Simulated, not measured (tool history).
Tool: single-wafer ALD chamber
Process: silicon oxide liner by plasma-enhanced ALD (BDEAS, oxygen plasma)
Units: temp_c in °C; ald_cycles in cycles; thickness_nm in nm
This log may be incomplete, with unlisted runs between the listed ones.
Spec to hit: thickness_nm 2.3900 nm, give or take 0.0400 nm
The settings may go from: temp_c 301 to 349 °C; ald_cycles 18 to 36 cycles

run,hour,temp_c,ald_cycles,thickness_nm
1,0.0,325,27,2.6669
2,6.0,317,27,2.7055
3,7.6,319,26,2.5919
4,9.1,328,26,2.5567
5,12.8,336,26,2.5196
6,16.2,336,30,2.8993
7,24.8,337,28,2.6974
8,30.2,338,27,2.6118
9,31.0,338,26,2.5078
10,35.3,339,24,2.3119
11,42.3,338,24,2.3194

Pick the move, out of 5, that brings all results within their allowed miss; only one does.
A,49.3,346,25,?
B,49.3,342,24,?
C,49.3,336,23,?
D,49.3,344,24,?
E,49.3,346,26,?

move,thickness_nm
A,2.3760
B,2.2966
C,2.2233
D,2.2888
E,2.4710
A: every result within its allowed miss
B: its largest miss is bigger than the last run's
C: its largest miss is bigger than the last run's
D: its largest miss is bigger than the last run's
E: the result that was furthest off in the last run now lies on the other side of its target
So the answer is move A, the one that meets all the targets.
